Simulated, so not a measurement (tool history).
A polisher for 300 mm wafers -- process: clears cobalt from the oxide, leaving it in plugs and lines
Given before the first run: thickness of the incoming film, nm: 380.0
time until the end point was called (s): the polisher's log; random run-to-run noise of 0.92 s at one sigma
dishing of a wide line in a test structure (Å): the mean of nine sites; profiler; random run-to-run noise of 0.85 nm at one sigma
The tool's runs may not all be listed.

| run | hour | flow of slurry (ml/min) | pressure of the wafer on the pad (kPa) | speed of the pad under the wafer (cm/s) | overpolish time after the end point (s) | time until the end point was called (s) | dishing of a wide line in a test structure (Å) |
|---|---|---|---|---|---|---|---|
| 1 | 0.0 | 220 | 11.0 | 102 | 19 | 82.328 | 406.57 |
| 2 | 8.9 | 220 | 11.7 | 102 | 17 | 76.743 | 374.79 |
| 3 | 13.4 | 220 | 12.4 | 102 | 17 | 75.969 | 406.23 |
| 4 | 19.0 | 220 | 10.3 | 102 | 17 | 89.285 | 373.98 |
| 5 | 22.5 | 180 | 10.3 | 102 | 17 | 94.682 | 352.94 |
| 6 | 26.4 | 200 | 11.0 | 102 | 16 | 87.006 | 366.67 |
| 7 | 33.3 | 215 | 11.7 | 102 | 15 | 79.924 | 362.23 |
| 8 | 39.1 | 225 | 11.7 | 102 | 14 | 79.508 | 364.06 |
| 9 | 45.8 | 225 | 14.5 | 104 | 10 | 63.697 | 321.42 |
|  | 50.7 | slurry nozzle cleaned |
| 10 | 50.7 | 225 | 13.8 | 106 | 16 | 61.610 | 411.39 |
| 11 | 51.5 | 225 | 13.8 | 106 | 13 | 60.310 | 373.49 |
| 12 | 55.3 | 220 | 13.8 | 106 | 13 | 61.243 | 396.16 |
| 13 | 64.0 | 220 | 13.8 | 106 | 12 | 62.836 | 370.96 |

What will run 14 give?
| 14 | 70.2 | 220 | 13.8 | 106 | 12 | ? | ? |

time until the end point was called (s): 62.210
dishing of a wide line in a test structure (Å): 374.02
